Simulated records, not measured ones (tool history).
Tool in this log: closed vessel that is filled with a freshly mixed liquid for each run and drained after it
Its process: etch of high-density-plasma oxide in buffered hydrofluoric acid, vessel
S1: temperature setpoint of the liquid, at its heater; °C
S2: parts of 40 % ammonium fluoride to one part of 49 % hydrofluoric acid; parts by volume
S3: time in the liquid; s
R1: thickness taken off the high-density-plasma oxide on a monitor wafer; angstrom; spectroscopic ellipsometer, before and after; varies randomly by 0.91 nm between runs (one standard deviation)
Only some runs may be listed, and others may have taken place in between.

run,hour,S1,S2,S3,R1
1,0.0,21.0,18.5,85,708.51
2,8.7,21.0,18.5,85,696.87
3,9.8,21.0,20.5,85,635.69
4,18.7,23.5,19.0,85,788.52
5,21.0,21.5,19.0,85,705.47
6,23.9,21.5,19.0,95,781.90
7,29.7,24.0,18.5,95,934.35
8,30.9,25.5,18.5,95,996.72

Forecast run 9:
9,35.8,25.5,18.5,95,?

{"run 9": {"R1": 989.28}}

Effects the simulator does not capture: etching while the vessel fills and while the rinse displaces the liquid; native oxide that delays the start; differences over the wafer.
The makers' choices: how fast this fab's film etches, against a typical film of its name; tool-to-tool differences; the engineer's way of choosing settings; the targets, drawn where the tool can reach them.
